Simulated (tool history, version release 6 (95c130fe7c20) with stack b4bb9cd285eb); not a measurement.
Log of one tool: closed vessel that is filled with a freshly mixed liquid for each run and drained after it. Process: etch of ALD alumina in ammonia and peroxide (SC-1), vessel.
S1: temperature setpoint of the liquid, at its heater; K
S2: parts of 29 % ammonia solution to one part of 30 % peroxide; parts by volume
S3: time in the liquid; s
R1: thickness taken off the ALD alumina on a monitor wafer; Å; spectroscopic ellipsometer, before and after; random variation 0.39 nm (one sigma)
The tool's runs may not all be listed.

run	day	S1	S2	S3	R1
1	0.000	326.15	0.85	500	351.58
2	0.254	327.65	0.85	500	375.80
3	0.358	327.65	1.15	500	389.86
4	0.562	327.65	1.15	500	400.46
5	0.667	327.65	1.20	500	395.22
6	0.833	327.65	1.20	500	394.16

The next listed run, before its measurement:
7	0.958	328.65	1.20	500	?

{"run 7": {"R1": 423.5}}

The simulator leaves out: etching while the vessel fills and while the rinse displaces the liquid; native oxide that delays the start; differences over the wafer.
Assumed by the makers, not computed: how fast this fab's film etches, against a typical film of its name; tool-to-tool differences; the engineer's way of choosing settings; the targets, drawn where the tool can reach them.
